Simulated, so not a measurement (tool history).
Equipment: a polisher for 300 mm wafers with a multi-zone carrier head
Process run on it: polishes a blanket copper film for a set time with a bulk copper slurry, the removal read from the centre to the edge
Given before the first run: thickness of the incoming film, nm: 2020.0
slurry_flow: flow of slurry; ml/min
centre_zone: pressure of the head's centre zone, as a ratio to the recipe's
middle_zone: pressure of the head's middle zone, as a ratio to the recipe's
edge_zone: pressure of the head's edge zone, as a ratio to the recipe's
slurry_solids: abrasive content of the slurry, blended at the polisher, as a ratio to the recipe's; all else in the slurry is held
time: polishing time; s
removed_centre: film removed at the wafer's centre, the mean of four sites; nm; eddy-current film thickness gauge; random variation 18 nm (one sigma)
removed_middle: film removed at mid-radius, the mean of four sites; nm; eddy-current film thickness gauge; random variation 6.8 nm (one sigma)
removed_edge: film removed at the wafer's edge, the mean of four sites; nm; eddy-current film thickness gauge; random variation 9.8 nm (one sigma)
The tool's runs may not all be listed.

{"run": 1, "hour": 0.0, "slurry_flow": 140, "centre_zone": 1.0, "middle_zone": 1.0, "edge_zone": 1.0, "slurry_solids": 1.0, "time": 61, "removed_centre": 797.76, "removed_middle": 785.49, "removed_edge": 800.42}
{"run": 2, "hour": 4.0, "slurry_flow": 155, "centre_zone": 1.05, "middle_zone": 0.99, "edge_zone": 1.05, "slurry_solids": 1.15, "time": 65, "removed_centre": 955.88, "removed_middle": 864.79, "removed_edge": 906.98}
{"run": 3, "hour": 12.2, "slurry_flow": 155, "centre_zone": 0.98, "middle_zone": 0.99, "edge_zone": 1.05, "slurry_solids": 1.15, "time": 65, "removed_centre": 884.61, "removed_middle": 882.11, "removed_edge": 902.17}
{"run": 4, "hour": 13.2, "slurry_flow": 155, "centre_zone": 0.98, "middle_zone": 1.03, "edge_zone": 1.05, "slurry_solids": 1.15, "time": 65, "removed_centre": 868.81, "removed_middle": 895.97, "removed_edge": 898.24}
{"run": 5, "hour": 19.0, "slurry_flow": 155, "centre_zone": 0.98, "middle_zone": 1.03, "edge_zone": 1.0, "slurry_solids": 1.15, "time": 65, "removed_centre": 869.4, "removed_middle": 896.63, "removed_edge": 881.23}
{"run": 6, "hour": 20.1, "slurry_flow": 160, "centre_zone": 1.02, "middle_zone": 1.0, "edge_zone": 1.05, "slurry_solids": 1.25, "time": 68, "removed_centre": 979.71, "removed_middle": 943.16, "removed_edge": 983.45}
{"run": 7, "hour": 23.4, "slurry_flow": 170, "centre_zone": 1.07, "middle_zone": 1.0, "edge_zone": 1.07, "slurry_solids": 1.35, "time": 69, "removed_centre": 1073.0, "removed_middle": 986.47, "removed_edge": 1016.7}
{"run": 8, "hour": 26.4, "slurry_flow": 175, "centre_zone": 1.1, "middle_zone": 0.98, "edge_zone": 1.1, "slurry_solids": 1.4, "time": 71, "removed_centre": 1151.4, "removed_middle": 992.46, "removed_edge": 1077.6}
{"run": 9, "hour": 32.3, "slurry_flow": 180, "centre_zone": 1.12, "middle_zone": 0.98, "edge_zone": 1.12, "slurry_solids": 1.45, "time": 72, "removed_centre": 1209.9, "removed_middle": 1033.3, "removed_edge": 1101.0}
{"run": 10, "hour": 39.4, "slurry_flow": 185, "centre_zone": 1.13, "middle_zone": 0.96, "edge_zone": 1.13, "slurry_solids": 1.45, "time": 73, "removed_centre": 1241.4, "removed_middle": 1020.3, "removed_edge": 1141.0}
{"run": 11, "hour": 43.7, "slurry_flow": 190, "centre_zone": 1.14, "middle_zone": 0.96, "edge_zone": 1.14, "slurry_solids": 1.45, "time": 74, "removed_centre": 1287.6, "removed_middle": 1039.0, "removed_edge": 1142.3}
{"run": 12, "hour": 45.7, "slurry_flow": 190, "centre_zone": 1.14, "middle_zone": 0.96, "edge_zone": 1.15, "slurry_solids": 1.45, "time": 75, "removed_centre": 1301.6, "removed_middle": 1065.0, "removed_edge": 1182.7}
{"run": 13, "hour": 54.0, "slurry_flow": 195, "centre_zone": 1.15, "middle_zone": 0.96, "edge_zone": 1.16, "slurry_solids": 1.45, "time": 75, "removed_centre": 1291.8, "removed_middle": 1070.6, "removed_edge": 1178.1}

Run 14 comes next. What will it give?
{"run": 14, "hour": 56.9, "slurry_flow": 195, "centre_zone": 1.16, "middle_zone": 0.95, "edge_zone": 1.16, "slurry_solids": 1.45, "time": 75, "removed_centre": "?", "removed_middle": "?", "removed_edge": "?"}

removed_centre: 1269.10 nm
removed_middle: 1057.60 nm
removed_edge: 1172.70 nm

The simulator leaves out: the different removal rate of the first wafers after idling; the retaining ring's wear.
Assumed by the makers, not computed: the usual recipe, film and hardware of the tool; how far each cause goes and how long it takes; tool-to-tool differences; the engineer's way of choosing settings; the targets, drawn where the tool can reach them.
